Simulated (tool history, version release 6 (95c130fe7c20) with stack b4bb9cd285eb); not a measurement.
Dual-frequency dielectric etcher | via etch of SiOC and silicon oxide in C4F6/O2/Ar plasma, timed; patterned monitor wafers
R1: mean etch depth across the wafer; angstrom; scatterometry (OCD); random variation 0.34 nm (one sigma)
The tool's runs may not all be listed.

run 1 hour=0.0 | source_power_(kW)=0.360 bias_power_(kW)=0.139 etch_time_(s)=96 | R1=968.73
run 2 hour=5.0 | source_power_(kW)=0.360 bias_power_(kW)=0.150 etch_time_(s)=96 | R1=1000.40
run 3 hour=9.4 | source_power_(kW)=0.360 bias_power_(kW)=0.150 etch_time_(s)=96 | R1=995.62
run 4 hour=10.7 | source_power_(kW)=0.360 bias_power_(kW)=0.150 etch_time_(s)=100 | R1=1036.10
run 5 hour=16.6 | source_power_(kW)=0.360 bias_power_(kW)=0.131 etch_time_(s)=100 | R1=996.33
run 6 hour=22.9 | source_power_(kW)=0.390 bias_power_(kW)=0.134 etch_time_(s)=100 | R1=1023.10
run 7 hour=28.8 | source_power_(kW)=0.410 bias_power_(kW)=0.139 etch_time_(s)=100 | R1=1053.90

Forecast run 8:
run 8 hour=30.6 | source_power_(kW)=0.420 bias_power_(kW)=0.142 etch_time_(s)=100 | R1=?

R1: 1065.80 angstrom
